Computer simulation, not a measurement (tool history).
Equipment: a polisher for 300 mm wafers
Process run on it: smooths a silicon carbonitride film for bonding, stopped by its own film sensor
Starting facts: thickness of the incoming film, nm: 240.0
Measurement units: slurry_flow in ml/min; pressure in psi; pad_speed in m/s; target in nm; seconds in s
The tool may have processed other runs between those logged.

run 1 hour=0 | slurry_flow=310 pressure=1.6 pad_speed=0.94 slurry_solids=1 target=214 | seconds=136.45
run 2 hour=8.4 | slurry_flow=310 pressure=1.6 pad_speed=0.94 slurry_solids=1 target=214 | seconds=134.91
run 3 hour=9.7 | slurry_flow=310 pressure=1.6 pad_speed=0.94 slurry_solids=1 target=214 | seconds=135.88
run 4 hour=14.2 | slurry_flow=310 pressure=1.7 pad_speed=0.94 slurry_solids=1 target=214 | seconds=127.21
run 5 hour=15.7 | slurry_flow=310 pressure=1.7 pad_speed=0.72 slurry_solids=1 target=214 | seconds=155.38
run 6 hour=18.5 | slurry_flow=310 pressure=1.8 pad_speed=0.72 slurry_solids=1 target=214 | seconds=150.22
run 7 hour=20.4 | slurry_flow=310 pressure=1.9 pad_speed=0.72 slurry_solids=1 target=214 | seconds=143.59
run 8 hour=26.1 | slurry_flow=310 pressure=2 pad_speed=0.72 slurry_solids=1 target=214 | seconds=136.15
run 9 hour=31.6 | slurry_flow=310 pressure=2.1 pad_speed=0.72 slurry_solids=1 target=214 | seconds=130.2

What will run 10 give?
run 10 hour=36.3 | slurry_flow=310 pressure=2.2 pad_speed=0.72 slurry_solids=1 target=214 | seconds=?

Run 10 produced seconds 125.46 s.
